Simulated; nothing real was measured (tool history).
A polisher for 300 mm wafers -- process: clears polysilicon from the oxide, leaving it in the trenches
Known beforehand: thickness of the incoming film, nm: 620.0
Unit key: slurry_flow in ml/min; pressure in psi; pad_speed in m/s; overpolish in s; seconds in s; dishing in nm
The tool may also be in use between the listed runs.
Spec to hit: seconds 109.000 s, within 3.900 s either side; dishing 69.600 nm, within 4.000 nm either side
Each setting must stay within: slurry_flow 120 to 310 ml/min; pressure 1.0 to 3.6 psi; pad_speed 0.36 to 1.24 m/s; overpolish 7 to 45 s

run,hour,slurry_flow,pressure,pad_speed,overpolish,seconds,dishing
1,0.0,200,2.3,0.80,23,58.355,77.857
2,8.7,200,2.1,0.80,23,65.596,76.901
3,14.6,200,1.9,0.80,22,71.887,73.209
4,23.4,200,1.8,0.80,23,74.094,74.013
5,32.4,200,1.8,0.80,16,75.407,66.271
6,34.1,200,1.7,0.80,18,80.212,66.821
7,36.5,200,1.6,0.80,20,85.664,70.523
8,42.0,190,1.0,0.80,19,130.600,54.260
9,47.4,205,1.0,0.80,21,130.790,58.579
10,51.1,210,1.1,0.80,22,119.080,62.689
11,54.4,215,1.1,0.80,22,117.890,62.289

Consider the 4 candidate settings below. Which is the only one whose results all fall within their allowed miss of target?
A,57.7,255,1.0,0.86,34,?,?
B,57.7,270,1.4,0.68,27,?,?
C,57.7,285,1.4,0.72,17,?,?
D,57.7,175,1.1,0.82,29,?,?

move,seconds,dishing
A,119.500,75.418
B,108.370,72.388
C,102.050,61.178
D,120.500,71.532
A: moves away from the targets compared with the last run
B: every result lands within tolerance
C: moves the result that the last run missed by most past its target, out the other side
D: moves away from the targets compared with the last run
Move B is the one to make.
